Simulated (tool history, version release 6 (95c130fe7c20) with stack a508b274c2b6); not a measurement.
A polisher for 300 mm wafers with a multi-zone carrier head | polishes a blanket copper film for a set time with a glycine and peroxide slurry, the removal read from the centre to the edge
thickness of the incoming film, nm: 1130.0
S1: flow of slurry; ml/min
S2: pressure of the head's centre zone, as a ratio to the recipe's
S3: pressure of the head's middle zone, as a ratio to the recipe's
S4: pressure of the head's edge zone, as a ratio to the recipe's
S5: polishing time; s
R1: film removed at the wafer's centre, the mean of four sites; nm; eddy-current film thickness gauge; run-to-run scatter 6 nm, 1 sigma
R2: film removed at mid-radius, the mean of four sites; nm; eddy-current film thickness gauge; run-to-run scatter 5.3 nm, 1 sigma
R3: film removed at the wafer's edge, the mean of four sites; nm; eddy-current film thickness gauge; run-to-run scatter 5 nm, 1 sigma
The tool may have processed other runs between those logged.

Run 1, hour 0: S1 160 ml/min, S2 1, S3 1, S4 1, S5 65 s. Result: R1 351.62 nm, R2 337.9 nm, R3 349.56 nm.
Run 2, hour 2.4: S1 165 ml/min, S2 1.02, S3 1.02, S4 1.01, S5 66 s. Result: R1 366.56 nm, R2 352.56 nm, R3 364.27 nm.
Run 3, hour 3.1: S1 165 ml/min, S2 1.02, S3 1.02, S4 1.01, S5 58 s. Result: R1 318.31 nm, R2 301.97 nm, R3 309.12 nm.
Run 4, hour 9.7: S1 170 ml/min, S2 1.04, S3 1.04, S4 1.01, S5 60 s. Result: R1 336.28 nm, R2 324.56 nm, R3 320.44 nm.
Run 5, hour 10.7: S1 175 ml/min, S2 1.06, S3 1.04, S4 1.02, S5 62 s. Result: R1 358.88 nm, R2 333.51 nm, R3 334.37 nm.
Run 6, hour 16.8: S1 180 ml/min, S2 1.07, S3 1.05, S4 1.03, S5 64 s. Result: R1 374.66 nm, R2 349.26 nm, R3 347.43 nm.
Run 7, hour 19.6: S1 180 ml/min, S2 1.08, S3 1.06, S4 1.04, S5 66 s. Result: R1 395.33 nm, R2 361.77 nm, R3 363.89 nm.
Run 8, hour 23.3: S1 185 ml/min, S2 1.09, S3 1.07, S4 1.05, S5 67 s. Result: R1 413.84 nm, R2 375.38 nm, R3 380.59 nm.
Run 9, hour 25.3: S1 190 ml/min, S2 1.1, S3 1.08, S4 1.06, S5 67 s. Result: R1 405.52 nm, R2 382.46 nm, R3 376.02 nm.

For run 10, what comes out?
Run 10, hour 33.3: S1 190 ml/min, S2 1.11, S3 1.08, S4 1.06, S5 68 s. Result: R1 ?, R2 ?, R3 ?.

For run 10 the tool returned R1 421.89 nm, R2 386.26 nm, R3 381.4 nm.

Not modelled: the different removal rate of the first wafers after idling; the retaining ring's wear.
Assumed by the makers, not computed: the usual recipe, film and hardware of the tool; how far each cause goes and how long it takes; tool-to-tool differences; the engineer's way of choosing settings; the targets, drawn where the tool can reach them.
